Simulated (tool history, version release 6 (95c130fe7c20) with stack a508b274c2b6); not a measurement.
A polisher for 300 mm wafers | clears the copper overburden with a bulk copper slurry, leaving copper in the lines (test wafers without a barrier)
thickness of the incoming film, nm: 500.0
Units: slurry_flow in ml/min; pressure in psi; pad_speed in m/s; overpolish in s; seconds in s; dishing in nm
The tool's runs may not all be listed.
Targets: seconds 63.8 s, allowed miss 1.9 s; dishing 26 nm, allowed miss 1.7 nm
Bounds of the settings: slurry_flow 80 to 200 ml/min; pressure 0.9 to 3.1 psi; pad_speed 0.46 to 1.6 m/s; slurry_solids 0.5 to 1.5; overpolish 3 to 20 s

run  hour  slurry_flow  pressure  pad_speed  slurry_solids  overpolish  seconds  dishing
  1     0          130         2       1.02              1          10   79.469   29.551
  2   7.8          100         2       1.02              1          10   84.887   29.471
  3  10.8          115       2.1       1.02              1           9   78.277   29.652
  4  18.8          115       2.1       0.78              1           9   100.94   24.983
  5  25.1          130       2.3       0.78              1           8   91.553   25.891
  6  30.3          130       2.3       0.78           1.15           8   89.121   26.132
  7  36.3          140       2.4       0.78           1.15           7   83.302   24.033
  8  42.3          145       2.5       0.78           1.15           7   80.533   23.849
  9  50.6          150       2.6       0.78           1.15           7    77.22   25.687
 10  58.1          155       2.7       0.78           1.15           7   74.635   26.775
 11  61.6          160       3.1        0.8           1.15           4   65.178    19.87
 12    68          160       3.1        0.8           1.15           5   65.516   22.968

Which of these 4 next moves meets every target?
  A  74.4          160       3.1        0.8            1.2           6        ?        ?
  B  74.4          155         3       0.84           1.15           4        ?        ?
  C  74.4          165       2.9       0.88           1.35           5        ?        ?
  D  74.4          155         3       0.84           1.15           5        ?        ?

move  seconds  dishing
   A   65.293   26.498
   B   65.285   20.386
   C   60.889   24.723
   D   65.285   23.684
A: meets every target
B: further off than the last run
C: brings the result that was furthest off to its target, and leaves another outside
D: nearer than the last run, and not there yet
Answer: A
